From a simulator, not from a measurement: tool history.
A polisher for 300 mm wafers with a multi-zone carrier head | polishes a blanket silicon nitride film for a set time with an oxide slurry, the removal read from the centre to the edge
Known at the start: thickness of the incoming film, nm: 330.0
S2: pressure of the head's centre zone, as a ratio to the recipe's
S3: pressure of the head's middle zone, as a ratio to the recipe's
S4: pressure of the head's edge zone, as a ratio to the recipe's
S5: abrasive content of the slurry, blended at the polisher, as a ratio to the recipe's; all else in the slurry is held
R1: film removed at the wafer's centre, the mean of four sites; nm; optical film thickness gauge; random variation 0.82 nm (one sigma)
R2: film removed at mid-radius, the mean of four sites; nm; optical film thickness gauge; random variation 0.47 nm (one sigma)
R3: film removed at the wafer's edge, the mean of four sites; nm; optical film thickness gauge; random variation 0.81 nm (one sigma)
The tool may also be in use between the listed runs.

run 1 hour=0 | flow_of_slurry_(ml/min)=275 S2=1 S3=1 S4=1 S5=1 polishing_time_(s)=71 | R1=57.647 R2=59.63 R3=61.364
run 2 hour=8 | flow_of_slurry_(ml/min)=275 S2=1 S3=1 S4=0.92 S5=1 polishing_time_(s)=71 | R1=59.316 R2=59.776 R3=59.839
run 3 hour=10.2 | flow_of_slurry_(ml/min)=275 S2=0.94 S3=1 S4=0.92 S5=1 polishing_time_(s)=71 | R1=56.373 R2=59.029 R3=58.818
run 4 hour=14 | flow_of_slurry_(ml/min)=280 S2=0.97 S3=0.99 S4=0.93 S5=1 polishing_time_(s)=71 | R1=58.134 R2=58.556 R3=59.153
run 5 hour=14.8 | flow_of_slurry_(ml/min)=280 S2=0.97 S3=0.99 S4=0.93 S5=1 polishing_time_(s)=82 | R1=66.771 R2=67.913 R3=70.613
run 6 hour=23.2 | flow_of_slurry_(ml/min)=280 S2=0.97 S3=0.99 S4=0.93 S5=1 polishing_time_(s)=65 | R1=52.662 R2=54.731 R3=55.066

Run 7 comes next. What will it give?
run 7 hour=31.2 | flow_of_slurry_(ml/min)=280 S2=0.97 S3=0.99 S4=0.93 S5=1 polishing_time_(s)=65 | R1=? R2=? R3=?

R1: 53.169 nm
R2: 54.278 nm
R3: 55.29 nm
